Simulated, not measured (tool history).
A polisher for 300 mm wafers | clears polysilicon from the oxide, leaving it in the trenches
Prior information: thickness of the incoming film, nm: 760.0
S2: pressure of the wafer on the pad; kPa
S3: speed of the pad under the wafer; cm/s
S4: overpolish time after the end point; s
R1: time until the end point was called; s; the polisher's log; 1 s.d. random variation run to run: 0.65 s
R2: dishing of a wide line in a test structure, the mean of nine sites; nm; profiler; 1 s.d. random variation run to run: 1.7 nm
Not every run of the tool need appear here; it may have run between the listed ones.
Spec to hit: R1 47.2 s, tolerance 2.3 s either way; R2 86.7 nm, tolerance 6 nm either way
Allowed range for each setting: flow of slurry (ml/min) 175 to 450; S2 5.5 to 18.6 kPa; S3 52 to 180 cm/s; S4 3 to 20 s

Run 1, hour 0: flow of slurry (ml/min) 290, S2 11.7 kPa, S3 116 cm/s, S4 10 s. Result: R1 73.611 s, R2 61.749 nm.
Run 2, hour 5.8: flow of slurry (ml/min) 290, S2 12.4 kPa, S3 116 cm/s, S4 10 s. Result: R1 68.471 s, R2 66.833 nm.
Run 3, hour 11.9: flow of slurry (ml/min) 290, S2 13.1 kPa, S3 116 cm/s, S4 10 s. Result: R1 64.553 s, R2 66.422 nm.
Run 4, hour 15.9: flow of slurry (ml/min) 290, S2 13.1 kPa, S3 116 cm/s, S4 8 s. Result: R1 64.977 s, R2 58.111 nm.
Run 5, hour 23: flow of slurry (ml/min) 290, S2 13.1 kPa, S3 116 cm/s, S4 4 s. Result: R1 66.842 s, R2 37.363 nm.
Run 6, hour 29.4: flow of slurry (ml/min) 290, S2 13.1 kPa, S3 116 cm/s, S4 7 s. Result: R1 64.416 s, R2 54.009 nm.
Run 7, hour 36.8: flow of slurry (ml/min) 290, S2 13.1 kPa, S3 116 cm/s, S4 7 s. Result: R1 65.23 s, R2 56.585 nm.
Run 8, hour 39.3: flow of slurry (ml/min) 290, S2 13.8 kPa, S3 116 cm/s, S4 7 s. Result: R1 62.129 s, R2 56.208 nm.
Run 9, hour 45.1: flow of slurry (ml/min) 290, S2 14.5 kPa, S3 116 cm/s, S4 7 s. Result: R1 59.144 s, R2 60.367 nm.
Run 10, hour 53.2: flow of slurry (ml/min) 290, S2 17.9 kPa, S3 116 cm/s, S4 11 s. Result: R1 47.745 s, R2 78.144 nm.
Run 11, hour 58.8: flow of slurry (ml/min) 290, S2 17.9 kPa, S3 116 cm/s, S4 11 s. Result: R1 48.597 s, R2 76.504 nm.

Pick the move, out of 5, that brings all results within their allowed miss; only one does.
Run A, hour 64.4: flow of slurry (ml/min) 300, S2 18.6 kPa, S3 102 cm/s, S4 11 s. Result: R1 ?, R2 ?.
Run B, hour 64.4: flow of slurry (ml/min) 235, S2 15.9 kPa, S3 138 cm/s, S4 7 s. Result: R1 ?, R2 ?.
Run C, hour 64.4: flow of slurry (ml/min) 370, S2 18.6 kPa, S3 118 cm/s, S4 7 s. Result: R1 ?, R2 ?.
Run D, hour 64.4: flow of slurry (ml/min) 340, S2 17.2 kPa, S3 124 cm/s, S4 15 s. Result: R1 ?, R2 ?.
Run E, hour 64.4: flow of slurry (ml/min) 245, S2 18.6 kPa, S3 116 cm/s, S4 7 s. Result: R1 ?, R2 ?.

move      R1      R2
   A  52.277  73.856
   B  46.284  64.324
   C  44.864   65.29
   D   46.32  82.762
   E  46.717  64.034
A: moves away from the targets compared with the last run
B: moves away from the targets compared with the last run
C: moves away from the targets compared with the last run
D: meets every target
E: moves away from the targets compared with the last run
Answer: D

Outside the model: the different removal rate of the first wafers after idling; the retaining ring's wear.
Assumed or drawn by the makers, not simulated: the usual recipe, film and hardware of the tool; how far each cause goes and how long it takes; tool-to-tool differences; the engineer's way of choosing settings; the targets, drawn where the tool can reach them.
